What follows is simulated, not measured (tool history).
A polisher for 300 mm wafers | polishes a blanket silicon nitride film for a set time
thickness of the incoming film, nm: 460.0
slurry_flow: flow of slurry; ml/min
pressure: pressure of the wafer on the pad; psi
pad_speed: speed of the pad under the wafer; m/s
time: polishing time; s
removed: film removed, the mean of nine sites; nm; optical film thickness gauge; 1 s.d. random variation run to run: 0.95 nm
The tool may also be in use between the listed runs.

run 1 hour=0.0 | slurry_flow=125 pressure=2.9 pad_speed=0.98 time=43 | removed=59.624
run 2 hour=6.8 | slurry_flow=125 pressure=2.9 pad_speed=1.14 time=43 | removed=66.415
run 3 hour=11.6 | slurry_flow=125 pressure=2.9 pad_speed=1.14 time=39 | removed=61.725
run 4 hour=12.2 | slurry_flow=125 pressure=2.9 pad_speed=0.96 time=39 | removed=52.914
run 5 hour=15.9 | slurry_flow=130 pressure=3.0 pad_speed=0.96 time=39 | removed=56.276
run 6 hour=20.3 | slurry_flow=130 pressure=2.7 pad_speed=0.96 time=39 | removed=50.902

Forecast run 7:
run 7 hour=25.5 | slurry_flow=150 pressure=3.5 pad_speed=1.00 time=39 | removed=?

removed: 64.851 nm
